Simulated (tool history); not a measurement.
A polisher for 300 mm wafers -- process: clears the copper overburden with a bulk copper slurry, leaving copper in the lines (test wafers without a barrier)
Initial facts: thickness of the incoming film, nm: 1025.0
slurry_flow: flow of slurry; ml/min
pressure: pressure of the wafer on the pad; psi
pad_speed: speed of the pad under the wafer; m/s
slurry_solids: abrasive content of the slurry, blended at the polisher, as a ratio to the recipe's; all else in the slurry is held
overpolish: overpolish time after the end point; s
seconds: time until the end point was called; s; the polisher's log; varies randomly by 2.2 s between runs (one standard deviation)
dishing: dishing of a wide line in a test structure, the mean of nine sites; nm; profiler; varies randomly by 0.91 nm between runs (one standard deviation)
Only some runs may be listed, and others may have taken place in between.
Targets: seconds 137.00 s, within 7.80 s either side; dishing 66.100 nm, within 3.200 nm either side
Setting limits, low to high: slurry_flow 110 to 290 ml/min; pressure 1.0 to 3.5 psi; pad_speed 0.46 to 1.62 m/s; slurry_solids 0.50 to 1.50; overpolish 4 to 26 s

{"run": 1, "day": 0.0, "slurry_flow": 185, "pressure": 2.2, "pad_speed": 1.04, "slurry_solids": 1.0, "overpolish": 13, "seconds": 160.84, "dishing": 52.121}
{"run": 2, "day": 0.321, "slurry_flow": 185, "pressure": 2.2, "pad_speed": 0.84, "slurry_solids": 1.0, "overpolish": 13, "seconds": 192.94, "dishing": 43.894}
{"run": 3, "day": 0.442, "slurry_flow": 185, "pressure": 2.4, "pad_speed": 0.84, "slurry_solids": 1.0, "overpolish": 14, "seconds": 178.61, "dishing": 50.23}
{"run": 4, "day": 0.5, "slurry_flow": 185, "pressure": 2.4, "pad_speed": 0.84, "slurry_solids": 0.85, "overpolish": 14, "seconds": 186.86, "dishing": 48.472}
{"run": 5, "day": 0.8, "slurry_flow": 185, "pressure": 2.6, "pad_speed": 0.84, "slurry_solids": 0.85, "overpolish": 14, "seconds": 176.32, "dishing": 51.076}
{"run": 6, "day": 1.042, "slurry_flow": 185, "pressure": 2.6, "pad_speed": 0.68, "slurry_solids": 0.85, "overpolish": 14, "seconds": 210.39, "dishing": 44.912}
{"run": 7, "day": 1.279, "slurry_flow": 185, "pressure": 2.8, "pad_speed": 0.7, "slurry_solids": 0.85, "overpolish": 14, "seconds": 189.76, "dishing": 48.346}
{"run": 8, "day": 1.446, "slurry_flow": 185, "pressure": 3.0, "pad_speed": 0.72, "slurry_solids": 0.85, "overpolish": 14, "seconds": 174.73, "dishing": 51.477}
{"run": 9, "day": 1.538, "slurry_flow": 185, "pressure": 3.1, "pad_speed": 0.74, "slurry_solids": 0.85, "overpolish": 14, "seconds": 165.52, "dishing": 55.897}
{"run": 10, "day": 1.646, "slurry_flow": 185, "pressure": 3.2, "pad_speed": 0.76, "slurry_solids": 0.85, "overpolish": 14, "seconds": 152.48, "dishing": 56.045}
{"run": 11, "day": 1.888, "slurry_flow": 185, "pressure": 3.3, "pad_speed": 0.76, "slurry_solids": 0.85, "overpolish": 14, "seconds": 150.65, "dishing": 58.799}

Which one of the following 4 next-run settings gets every result inside its allowed miss? There is exactly one.
{"run": "A", "day": 2.129, "slurry_flow": 185, "pressure": 3.5, "pad_speed": 0.96, "slurry_solids": 0.8, "overpolish": 13, "seconds": "?", "dishing": "?"}
{"run": "B", "day": 2.129, "slurry_flow": 160, "pressure": 3.3, "pad_speed": 1.0, "slurry_solids": 0.9, "overpolish": 16, "seconds": "?", "dishing": "?"}
{"run": "C", "day": 2.129, "slurry_flow": 110, "pressure": 3.3, "pad_speed": 0.82, "slurry_solids": 1.1, "overpolish": 15, "seconds": "?", "dishing": "?"}
{"run": "D", "day": 2.129, "slurry_flow": 145, "pressure": 3.3, "pad_speed": 0.72, "slurry_solids": 1.2, "overpolish": 14, "seconds": "?", "dishing": "?"}

move=A seconds=117.02 dishing=67.261
move=B seconds=116.98 dishing=76.060
move=C seconds=139.09 dishing=65.581
move=D seconds=150.19 dishing=59.386
A: brings the result that was furthest off to its target, and leaves another outside
B: takes the result that was furthest off past its target
C: every result within its allowed miss
D: moves toward the targets from the last run without getting all of them in spec
Answer: C
